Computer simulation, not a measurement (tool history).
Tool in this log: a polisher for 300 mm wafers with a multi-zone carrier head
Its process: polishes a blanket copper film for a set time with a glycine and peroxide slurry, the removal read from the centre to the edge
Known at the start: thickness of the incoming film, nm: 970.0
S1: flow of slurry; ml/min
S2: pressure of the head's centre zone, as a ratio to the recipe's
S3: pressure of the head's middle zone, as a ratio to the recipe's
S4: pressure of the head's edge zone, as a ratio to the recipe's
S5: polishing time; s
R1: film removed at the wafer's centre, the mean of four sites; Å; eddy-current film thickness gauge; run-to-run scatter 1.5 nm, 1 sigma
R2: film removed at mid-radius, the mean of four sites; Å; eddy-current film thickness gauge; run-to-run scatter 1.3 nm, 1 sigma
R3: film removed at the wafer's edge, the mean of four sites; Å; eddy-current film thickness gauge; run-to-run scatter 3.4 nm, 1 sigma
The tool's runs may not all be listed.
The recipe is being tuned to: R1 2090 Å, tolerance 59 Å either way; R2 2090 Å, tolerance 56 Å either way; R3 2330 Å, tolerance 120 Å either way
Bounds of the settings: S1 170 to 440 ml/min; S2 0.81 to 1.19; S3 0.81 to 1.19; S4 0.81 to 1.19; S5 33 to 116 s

run 1 hour=0 | S1=280 S2=1 S3=1 S4=1 S5=74 | R1=3386 R2=3323.6 R3=3393.4
run 2 hour=4 | S1=280 S2=1 S3=1.05 S4=1 S5=74 | R1=3364.4 R2=3489.1 R3=3471.9
run 3 hour=6.8 | S1=280 S2=1.03 S3=1.05 S4=1 S5=74 | R1=3524.8 R2=3484.5 R3=3367.3
run 4 hour=9.7 | S1=280 S2=1.03 S3=1.05 S4=1.04 S5=74 | R1=3504.7 R2=3425.9 R3=3442.3
run 5 hour=11.1 | S1=280 S2=1.02 S3=1.03 S4=1.03 S5=71 | R1=3295.6 R2=3262.6 R3=3332.7
run 6 hour=16.9 | S1=275 S2=1.01 S3=1.01 S4=1.02 S5=69 | R1=3175.8 R2=3128.3 R3=3132.8
run 7 hour=25.4 | S1=270 S2=1 S3=0.99 S4=1.03 S5=67 | R1=3052.7 R2=2966.6 R3=3134.3
run 8 hour=29.7 | S1=270 S2=0.99 S3=0.98 S4=1.02 S5=65 | R1=2961.1 R2=2838.3 R3=3005.3
run 9 hour=38.4 | S1=265 S2=0.97 S3=0.97 S4=1.01 S5=64 | R1=2820.3 R2=2786.4 R3=2944.9
run 10 hour=40.5 | S1=240 S2=0.88 S3=0.87 S4=0.91 S5=48 | R1=1941.9 R2=1891.3 R3=2074.2
run 11 hour=42.9 | S1=250 S2=0.88 S3=0.87 S4=0.92 S5=48 | R1=1920.7 R2=1901.6 R3=2123.2
run 12 hour=47.3 | S1=255 S2=0.88 S3=0.88 S4=0.93 S5=48 | R1=1930.2 R2=1928 R3=2145.2
run 13 hour=48.3 | S1=260 S2=0.88 S3=0.88 S4=0.94 S5=48 | R1=1913.1 R2=1917.5 R3=2101.3
run 14 hour=52.1 | S1=225 S2=0.91 S3=0.9 S4=1.02 S5=55 | R1=2267.2 R2=2202.2 R3=2497.5
run 15 hour=57.9 | S1=225 S2=0.91 S3=0.9 S4=1.01 S5=55 | R1=2256.5 R2=2210.6 R3=2578.1
run 16 hour=65.3 | S1=230 S2=0.91 S3=0.9 S4=1 S5=55 | R1=2288 R2=2225.7 R3=2540.8
run 17 hour=71.2 | S1=210 S2=0.85 S3=0.86 S4=0.91 S5=52 | R1=1994.5 R2=2011.5 R3=2295.1

Of the 5 settings listed for the next run, only one would bring every result within its allowed miss of target. Which one?
run A hour=77.1 | S1=180 S2=0.84 S3=0.84 S4=0.86 S5=56 | R1=? R2=? R3=?
run B hour=77.1 | S1=250 S2=0.89 S3=0.93 S4=0.89 S5=54 | R1=? R2=? R3=?
run C hour=77.1 | S1=270 S2=0.95 S3=0.97 S4=0.81 S5=50 | R1=? R2=? R3=?
run D hour=77.1 | S1=210 S2=0.83 S3=0.9 S4=0.9 S5=52 | R1=? R2=? R3=?
run E hour=77.1 | S1=270 S2=0.81 S3=0.96 S4=1.07 S5=49 | R1=? R2=? R3=?

move=A R1=2110.4 R2=2106.4 R3=2355.5
move=B R1=2212.8 R2=2268.1 R3=2349.2
move=C R1=2192.6 R2=2187.7 R3=2096.9
move=D R1=1966.2 R2=2096.9 R3=2250.7
move=E R1=1851.7 R2=2126.1 R3=2330
A: every result lands within tolerance
B: takes the result that was furthest off past its target
C: takes the result that was furthest off past its target
D: misses by more than the last run did
E: misses by more than the last run did
Go with A: it meets all targets.
